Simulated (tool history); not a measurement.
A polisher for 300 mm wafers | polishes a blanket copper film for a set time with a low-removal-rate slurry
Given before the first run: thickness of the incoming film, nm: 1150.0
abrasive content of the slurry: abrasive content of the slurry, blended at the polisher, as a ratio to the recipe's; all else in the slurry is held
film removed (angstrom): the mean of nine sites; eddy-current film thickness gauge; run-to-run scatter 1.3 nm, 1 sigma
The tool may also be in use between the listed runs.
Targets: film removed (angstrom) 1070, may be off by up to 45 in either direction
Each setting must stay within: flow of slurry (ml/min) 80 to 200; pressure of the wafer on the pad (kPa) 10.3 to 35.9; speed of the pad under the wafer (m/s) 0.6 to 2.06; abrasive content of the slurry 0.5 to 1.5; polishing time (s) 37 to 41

run    day  flow of slurry (ml/min)  pressure of the wafer on the pad (kPa)  speed of the pad under the wafer (m/s)  abrasive content of the slurry  polishing time (s)  film removed (angstrom)
  1      0                      130                                    22.8                                    1.32                               1                  41                   1519.3
  2  0.304                      130                                    21.4                                    1.32                               1                  41                   1470.7
  3  0.567                      130                                      20                                    1.32                               1                  41                   1346.2
  4  0.871                      130                                    19.3                                    1.32                               1                  41                     1338
  5  0.954                      130                                    19.3                                    1.32                             1.1                  41                   1341.8
  6  1.067                      130                                    18.6                                    1.32                             1.1                  41                   1306.8
  7  1.188                      130                                    17.9                                    1.32                             1.1                  41                   1246.3
  8  1.217                      130                                    17.2                                    1.32                             1.1                  41                   1205.4
  9  1.588                      130                                    16.5                                    1.32                             1.1                  41                   1159.6

Consider the 5 candidate settings below. Which is the only one whose results all fall within their allowed miss of target?
  A  1.958                      135                                    17.2                                    1.52                             0.8                  37                        ?
  B  1.958                      150                                    15.2                                    1.82                            0.85                  38                        ?
  C  1.958                      155                                    12.4                                    1.64                               1                  40                        ?
  D  1.958                      125                                    17.9                                    1.24                            1.15                  41                        ?
  E  1.958                      165                                    14.5                                    1.26                             1.1                  40                        ?

move  film removed (angstrom)
   A                   1177.5
   B                   1312.9
   C                     1066
   D                   1165.1
   E                   981.11
A: further off than the last run
B: further off than the last run
C: meets every target
D: further off than the last run
E: takes the biggest miss from the last run beyond its target
Move C is the one to make.

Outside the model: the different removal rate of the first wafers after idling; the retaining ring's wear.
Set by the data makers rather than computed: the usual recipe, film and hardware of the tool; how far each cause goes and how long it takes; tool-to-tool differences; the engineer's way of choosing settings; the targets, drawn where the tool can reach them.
